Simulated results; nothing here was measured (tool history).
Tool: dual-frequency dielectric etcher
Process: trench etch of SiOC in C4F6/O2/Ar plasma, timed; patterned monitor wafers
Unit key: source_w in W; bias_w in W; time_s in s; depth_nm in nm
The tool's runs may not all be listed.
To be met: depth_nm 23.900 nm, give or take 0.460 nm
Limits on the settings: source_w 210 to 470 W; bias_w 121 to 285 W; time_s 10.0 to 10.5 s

Run 1, hour 0.0: source_w 340 W, bias_w 203 W, time_s 10.5 s. Result: depth_nm 21.903 nm.
Run 2, hour 2.4: source_w 360 W, bias_w 206 W, time_s 10.5 s. Result: depth_nm 22.238 nm.
Run 3, hour 4.4: source_w 380 W, bias_w 210 W, time_s 10.5 s. Result: depth_nm 22.681 nm.
Run 4, hour 11.9: source_w 400 W, bias_w 214 W, time_s 10.5 s. Result: depth_nm 22.727 nm.
Run 5, hour 17.7: source_w 400 W, bias_w 185 W, time_s 10.5 s. Result: depth_nm 22.214 nm.
Run 6, hour 26.2: source_w 420 W, bias_w 196 W, time_s 10.5 s. Result: depth_nm 22.870 nm.
Run 7, hour 28.4: source_w 430 W, bias_w 201 W, time_s 10.5 s. Result: depth_nm 23.076 nm.
Run 8, hour 36.3: source_w 440 W, bias_w 206 W, time_s 10.5 s. Result: depth_nm 23.262 nm.
Run 9, hour 44.0: source_w 440 W, bias_w 206 W, time_s 10.5 s. Result: depth_nm 23.240 nm.

Consider the 5 candidate settings below. Which is the only one whose results all fall within their allowed miss of target?
Run A, hour 51.7: source_w 470 W, bias_w 227 W, time_s 10.0 s. Result: depth_nm ?.
Run B, hour 51.7: source_w 420 W, bias_w 188 W, time_s 10.5 s. Result: depth_nm ?.
Run C, hour 51.7: source_w 450 W, bias_w 222 W, time_s 10.5 s. Result: depth_nm ?.
Run D, hour 51.7: source_w 440 W, bias_w 218 W, time_s 10.0 s. Result: depth_nm ?.
Run E, hour 51.7: source_w 390 W, bias_w 234 W, time_s 10.5 s. Result: depth_nm ?.

move  depth_nm
   A    23.014
   B    22.730
   C    23.790
   D    22.451
   E    23.119
A: further off than the last run
B: further off than the last run
C: all results in spec
D: further off than the last run
E: further off than the last run
The right move is C.
